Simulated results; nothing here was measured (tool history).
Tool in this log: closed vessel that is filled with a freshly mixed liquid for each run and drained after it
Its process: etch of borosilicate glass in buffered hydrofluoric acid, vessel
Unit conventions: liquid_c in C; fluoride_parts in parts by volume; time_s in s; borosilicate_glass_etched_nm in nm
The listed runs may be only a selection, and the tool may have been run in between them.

Run 1, hour 0: liquid_c 24 C, fluoride_parts 9.5 parts by volume, time_s 95 s. Result: borosilicate_glass_etched_nm 115.44 nm.
Run 2, hour 1.5: liquid_c 24 C, fluoride_parts 9.5 parts by volume, time_s 95 s. Result: borosilicate_glass_etched_nm 115.33 nm.
Run 3, hour 10.4: liquid_c 26 C, fluoride_parts 8.5 parts by volume, time_s 95 s. Result: borosilicate_glass_etched_nm 142.12 nm.
Run 4, hour 11.2: liquid_c 27.5 C, fluoride_parts 8 parts by volume, time_s 95 s. Result: borosilicate_glass_etched_nm 162.94 nm.
Run 5, hour 15.3: liquid_c 27.5 C, fluoride_parts 8 parts by volume, time_s 100 s. Result: borosilicate_glass_etched_nm 171.3 nm.
Run 6, hour 23.9: liquid_c 28.5 C, fluoride_parts 7.5 parts by volume, time_s 100 s. Result: borosilicate_glass_etched_nm 194.56 nm.
Run 7, hour 31.1: liquid_c 32 C, fluoride_parts 7.5 parts by volume, time_s 100 s. Result: borosilicate_glass_etched_nm 233.26 nm.

Estimate the outcome of run 8 from the log above:
Run 8, hour 33.3: liquid_c 32 C, fluoride_parts 7 parts by volume, time_s 100 s. Result: borosilicate_glass_etched_nm ?.

borosilicate_glass_etched_nm: 250.05 nm

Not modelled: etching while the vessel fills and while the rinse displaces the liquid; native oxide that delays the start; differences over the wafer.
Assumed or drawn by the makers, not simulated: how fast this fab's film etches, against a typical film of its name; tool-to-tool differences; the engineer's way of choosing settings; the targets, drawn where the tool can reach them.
